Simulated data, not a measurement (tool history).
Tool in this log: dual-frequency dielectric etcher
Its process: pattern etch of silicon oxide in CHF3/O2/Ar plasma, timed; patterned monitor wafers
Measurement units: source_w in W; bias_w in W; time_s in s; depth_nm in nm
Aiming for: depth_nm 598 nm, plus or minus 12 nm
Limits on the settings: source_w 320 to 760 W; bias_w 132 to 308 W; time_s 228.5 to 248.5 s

{"run": 1, "hour": 0.0, "source_w": 540, "bias_w": 220, "time_s": 248.5, "depth_nm": 519.72}
{"run": 2, "hour": 6.0, "source_w": 540, "bias_w": 220, "time_s": 248.5, "depth_nm": 524.53}
{"run": 3, "hour": 8.7, "source_w": 540, "bias_w": 220, "time_s": 248.5, "depth_nm": 523.09}
{"run": 4, "hour": 13.1, "source_w": 540, "bias_w": 220, "time_s": 248.5, "depth_nm": 526.01}
{"run": 5, "hour": 15.1, "source_w": 540, "bias_w": 183, "time_s": 248.5, "depth_nm": 481.7}
{"run": 6, "hour": 18.6, "source_w": 540, "bias_w": 183, "time_s": 228.5, "depth_nm": 441.86}
{"run": 7, "hour": 21.0, "source_w": 560, "bias_w": 190, "time_s": 229, "depth_nm": 459.25}
{"run": 8, "hour": 28.0, "source_w": 670, "bias_w": 234, "time_s": 236, "depth_nm": 560.15}

Below are 5 possible settings for the next run. Only one of them brings all results inside the allowed miss of their targets. Which is it?
{"run": "A", "hour": 35.0, "source_w": 640, "bias_w": 217, "time_s": 228.5, "depth_nm": "?"}
{"run": "B", "hour": 35.0, "source_w": 750, "bias_w": 254, "time_s": 231.5, "depth_nm": "?"}
{"run": "C", "hour": 35.0, "source_w": 610, "bias_w": 229, "time_s": 240.5, "depth_nm": "?"}
{"run": "D", "hour": 35.0, "source_w": 680, "bias_w": 219, "time_s": 228.5, "depth_nm": "?"}
{"run": "E", "hour": 35.0, "source_w": 560, "bias_w": 233, "time_s": 237, "depth_nm": "?"}

move=A depth_nm=519.04
move=B depth_nm=604.41
move=C depth_nm=547.74
move=D depth_nm=535.38
move=E depth_nm=523.43
A: moves away from the targets compared with the last run
B: all results in spec
C: moves away from the targets compared with the last run
D: moves away from the targets compared with the last run
E: moves away from the targets compared with the last run
B meets every target.
